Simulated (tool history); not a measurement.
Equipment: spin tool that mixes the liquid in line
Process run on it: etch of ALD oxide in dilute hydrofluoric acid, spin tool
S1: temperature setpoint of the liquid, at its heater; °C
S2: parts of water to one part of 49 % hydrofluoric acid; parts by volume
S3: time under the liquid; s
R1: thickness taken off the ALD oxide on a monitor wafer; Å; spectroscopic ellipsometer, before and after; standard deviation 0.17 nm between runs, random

run 1 hour=0.0 | S1=21 S2=235 S3=310 | R1=298.91
run 2 hour=2.2 | S1=18 S2=235 S3=310 | R1=271.92
run 3 hour=9.7 | S1=18 S2=240 S3=310 | R1=258.31
run 4 hour=12.8 | S1=17 S2=240 S3=310 | R1=249.36
run 5 hour=18.2 | S1=17 S2=240 S3=330 | R1=267.37
run 6 hour=26.3 | S1=17 S2=240 S3=330 | R1=268.79
-- hour=30.2 thermometer replaced
run 7 hour=30.2 | S1=17 S2=245 S3=330 | R1=272.62

Expected results for the next run?
run 8 hour=31.0 | S1=17 S2=250 S3=330 | R1=?

Run 8 measured R1 266.66 Å.
